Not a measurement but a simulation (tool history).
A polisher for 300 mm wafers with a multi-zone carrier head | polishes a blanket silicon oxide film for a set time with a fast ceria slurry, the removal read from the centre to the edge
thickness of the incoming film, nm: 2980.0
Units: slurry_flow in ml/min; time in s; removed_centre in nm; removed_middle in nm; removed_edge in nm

run,day,slurry_flow,centre_zone,middle_zone,edge_zone,time,removed_centre,removed_middle,removed_edge
1,0,315,1,1,1,73,1038.4,1087.8,1103.1
2,0.162,320,1.03,1.02,1.03,74,1082.7,1134.2,1113.2
3,0.321,320,1.04,1.02,1.04,76,1123.1,1151.4,1142.6
4,0.388,325,1.04,1.02,1.05,78,1137.1,1186.4,1184.9
5,0.512,325,1.05,1.02,1.06,79,1181.8,1186.8,1191.2
6,0.704,325,1.05,1.02,1.06,71,1042.5,1080.8,1090.5
7,0.862,330,1.06,1.03,1.08,74,1119.8,1133.6,1139.1

Forecast run 8:
8,1.154,335,1.07,1.04,1.1,75,?,?,?

{"run 8": {"removed_centre": 1135.7, "removed_middle": 1161.7, "removed_edge": 1176.9}}
